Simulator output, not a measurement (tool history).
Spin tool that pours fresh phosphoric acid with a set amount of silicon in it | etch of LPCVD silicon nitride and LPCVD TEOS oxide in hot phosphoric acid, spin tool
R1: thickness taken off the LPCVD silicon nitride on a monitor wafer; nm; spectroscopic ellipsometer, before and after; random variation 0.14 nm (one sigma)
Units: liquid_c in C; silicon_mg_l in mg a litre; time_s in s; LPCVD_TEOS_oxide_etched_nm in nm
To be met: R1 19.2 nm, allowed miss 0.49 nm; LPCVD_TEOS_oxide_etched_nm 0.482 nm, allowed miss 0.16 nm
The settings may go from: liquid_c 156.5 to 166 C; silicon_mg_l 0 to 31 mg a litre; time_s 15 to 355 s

run 1 hour=0 | liquid_c=161 silicon_mg_l=13.5 time_s=180 | R1=16.265 LPCVD_TEOS_oxide_etched_nm=0.42772
run 2 hour=5.1 | liquid_c=161 silicon_mg_l=10.5 time_s=180 | R1=16.26 LPCVD_TEOS_oxide_etched_nm=0.39978
run 3 hour=6 | liquid_c=161 silicon_mg_l=10.5 time_s=105 | R1=9.4721 LPCVD_TEOS_oxide_etched_nm=0.22574
run 4 hour=14.4 | liquid_c=161 silicon_mg_l=18.5 time_s=105 | R1=9.5064 LPCVD_TEOS_oxide_etched_nm=0.184
run 5 hour=16.5 | liquid_c=161 silicon_mg_l=12.5 time_s=105 | R1=9.4885 LPCVD_TEOS_oxide_etched_nm=0.23623
run 6 hour=20.9 | liquid_c=160 silicon_mg_l=12.5 time_s=105 | R1=9.1983 LPCVD_TEOS_oxide_etched_nm=0.2273
run 7 hour=24 | liquid_c=161.5 silicon_mg_l=11 time_s=130 | R1=12.024 LPCVD_TEOS_oxide_etched_nm=0.31418
run 8 hour=27.2 | liquid_c=163 silicon_mg_l=13 time_s=140 | R1=13.373 LPCVD_TEOS_oxide_etched_nm=0.39142
run 9 hour=33.6 | liquid_c=164.5 silicon_mg_l=22 time_s=210 | R1=21.429 LPCVD_TEOS_oxide_etched_nm=0.54887
run 10 hour=41.2 | liquid_c=164 silicon_mg_l=21 time_s=205 | R1=20.644 LPCVD_TEOS_oxide_etched_nm=0.4898
run 11 hour=45.6 | liquid_c=163.5 silicon_mg_l=19.5 time_s=205 | R1=20.005 LPCVD_TEOS_oxide_etched_nm=0.47203
run 12 hour=46.6 | liquid_c=163.5 silicon_mg_l=18.5 time_s=205 | R1=20.094 LPCVD_TEOS_oxide_etched_nm=0.47911
run 13 hour=53.7 | liquid_c=163.5 silicon_mg_l=17.5 time_s=205 | R1=20.153 LPCVD_TEOS_oxide_etched_nm=0.45061
run 14 hour=62.3 | liquid_c=163.5 silicon_mg_l=16 time_s=205 | R1=19.883 LPCVD_TEOS_oxide_etched_nm=0.47944

5 next moves are on the table. One of them brings every result within its allowed miss. Which?
run A hour=70.9 | liquid_c=161 silicon_mg_l=23 time_s=225 | R1=? LPCVD_TEOS_oxide_etched_nm=?
run B hour=70.9 | liquid_c=157.5 silicon_mg_l=28.5 time_s=265 | R1=? LPCVD_TEOS_oxide_etched_nm=?
run C hour=70.9 | liquid_c=165.5 silicon_mg_l=20 time_s=185 | R1=? LPCVD_TEOS_oxide_etched_nm=?
run D hour=70.9 | liquid_c=161.5 silicon_mg_l=25.5 time_s=225 | R1=? LPCVD_TEOS_oxide_etched_nm=?
run E hour=70.9 | liquid_c=165.5 silicon_mg_l=4.5 time_s=195 | R1=? LPCVD_TEOS_oxide_etched_nm=?

move=A R1=20.368 LPCVD_TEOS_oxide_etched_nm=0.39633
move=B R1=21.319 LPCVD_TEOS_oxide_etched_nm=0.29799
move=C R1=19.435 LPCVD_TEOS_oxide_etched_nm=0.49503
move=D R1=20.71 LPCVD_TEOS_oxide_etched_nm=0.37908
move=E R1=20.486 LPCVD_TEOS_oxide_etched_nm=0.75287
A: further off than the last run
B: further off than the last run
C: meets every target
D: further off than the last run
E: further off than the last run
The right move is C.

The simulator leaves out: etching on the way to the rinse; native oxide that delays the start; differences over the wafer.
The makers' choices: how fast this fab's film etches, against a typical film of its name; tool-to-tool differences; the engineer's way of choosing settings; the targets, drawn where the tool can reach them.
